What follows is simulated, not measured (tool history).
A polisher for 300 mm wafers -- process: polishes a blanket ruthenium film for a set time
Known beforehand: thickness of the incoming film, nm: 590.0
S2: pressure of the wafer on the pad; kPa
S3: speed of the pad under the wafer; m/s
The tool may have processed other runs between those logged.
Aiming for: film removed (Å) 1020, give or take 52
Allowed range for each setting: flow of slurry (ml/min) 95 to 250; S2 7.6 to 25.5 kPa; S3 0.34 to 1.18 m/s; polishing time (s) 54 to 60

Run 1, hour 0: flow of slurry (ml/min) 160, S2 16.5 kPa, S3 0.76 m/s, polishing time (s) 60. Result: film removed (Å) 601.4.
Run 2, hour 1: flow of slurry (ml/min) 160, S2 16.5 kPa, S3 0.76 m/s, polishing time (s) 60. Result: film removed (Å) 596.3.
Run 3, hour 5.1: flow of slurry (ml/min) 160, S2 17.9 kPa, S3 0.76 m/s, polishing time (s) 60. Result: film removed (Å) 661.84.
Run 4, hour 12.5: flow of slurry (ml/min) 160, S2 17.9 kPa, S3 0.76 m/s, polishing time (s) 54. Result: film removed (Å) 585.39.
Run 5, hour 21.3: flow of slurry (ml/min) 160, S2 17.9 kPa, S3 0.64 m/s, polishing time (s) 54. Result: film removed (Å) 486.97.
Run 6, hour 26.9: flow of slurry (ml/min) 160, S2 19.3 kPa, S3 0.68 m/s, polishing time (s) 54. Result: film removed (Å) 566.54.
Run 7, hour 35.8: flow of slurry (ml/min) 160, S2 20.7 kPa, S3 0.7 m/s, polishing time (s) 54. Result: film removed (Å) 615.57.
Run 8, hour 44.2: flow of slurry (ml/min) 160, S2 21.4 kPa, S3 0.72 m/s, polishing time (s) 54. Result: film removed (Å) 655.65.
Run 9, hour 46.5: flow of slurry (ml/min) 160, S2 22.1 kPa, S3 0.74 m/s, polishing time (s) 54. Result: film removed (Å) 720.41.
Run 10, hour 49.3: flow of slurry (ml/min) 165, S2 25.5 kPa, S3 0.82 m/s, polishing time (s) 55. Result: film removed (Å) 916.57.
Run 11, hour 52.9: flow of slurry (ml/min) 165, S2 25.5 kPa, S3 0.84 m/s, polishing time (s) 55. Result: film removed (Å) 933.39.
Run 12, hour 59.6: flow of slurry (ml/min) 165, S2 25.5 kPa, S3 0.86 m/s, polishing time (s) 55. Result: film removed (Å) 970.22.

Which of these 5 next moves meets every target?
Run A, hour 66.3: flow of slurry (ml/min) 170, S2 24.1 kPa, S3 0.88 m/s, polishing time (s) 54. Result: film removed (Å) ?.
Run B, hour 66.3: flow of slurry (ml/min) 110, S2 25.5 kPa, S3 0.9 m/s, polishing time (s) 56. Result: film removed (Å) ?.
Run C, hour 66.3: flow of slurry (ml/min) 195, S2 23.4 kPa, S3 0.84 m/s, polishing time (s) 54. Result: film removed (Å) ?.
Run D, hour 66.3: flow of slurry (ml/min) 135, S2 25.5 kPa, S3 0.88 m/s, polishing time (s) 54. Result: film removed (Å) ?.
Run E, hour 66.3: flow of slurry (ml/min) 125, S2 25.5 kPa, S3 0.88 m/s, polishing time (s) 60. Result: film removed (Å) ?.

move  film removed (Å)
   A             911.9
   B            912.99
   C            870.55
   D            912.41
   E            993.22
A: misses by more than the last run did
B: misses by more than the last run did
C: misses by more than the last run did
D: misses by more than the last run did
E: all results in spec
So the answer is move E, the one that meets all the targets.

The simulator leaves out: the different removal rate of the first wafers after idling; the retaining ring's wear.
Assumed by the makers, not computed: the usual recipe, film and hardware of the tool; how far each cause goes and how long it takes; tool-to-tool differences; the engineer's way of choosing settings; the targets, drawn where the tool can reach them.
